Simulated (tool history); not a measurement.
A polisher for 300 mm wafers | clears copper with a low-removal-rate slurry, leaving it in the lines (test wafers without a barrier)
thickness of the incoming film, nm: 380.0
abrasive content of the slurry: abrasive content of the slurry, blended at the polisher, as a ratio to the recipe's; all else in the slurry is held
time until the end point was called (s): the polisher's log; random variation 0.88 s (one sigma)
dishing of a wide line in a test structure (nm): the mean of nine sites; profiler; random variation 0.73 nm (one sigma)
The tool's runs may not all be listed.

run	hour	flow of slurry (ml/min)	pressure of the wafer on the pad (kPa)	speed of the pad under the wafer (m/s)	abrasive content of the slurry	overpolish time after the end point (s)	time until the end point was called (s)	dishing of a wide line in a test structure (nm)
1	0.0	140	25.5	1.40	1.0	16	88.727	44.974
2	6.3	145	26.2	1.40	1.0	16	86.768	46.174
3	15.3	145	26.9	1.40	1.0	16	87.170	47.157
4	19.1	145	28.3	1.40	1.0	16	79.987	49.742
5	21.4	110	28.3	1.40	1.0	16	83.760	47.448
6	29.9	115	29.0	1.40	1.0	16	82.824	48.269
7	37.7	120	29.6	1.40	1.0	16	79.152	51.193

The next listed run, before its measurement:
8	41.9	125	30.3	1.40	1.0	16	?	?

{"run 8": {"time until the end point was called (s)": 77.956, "dishing of a wide line in a test structure (nm)": 51.347}}
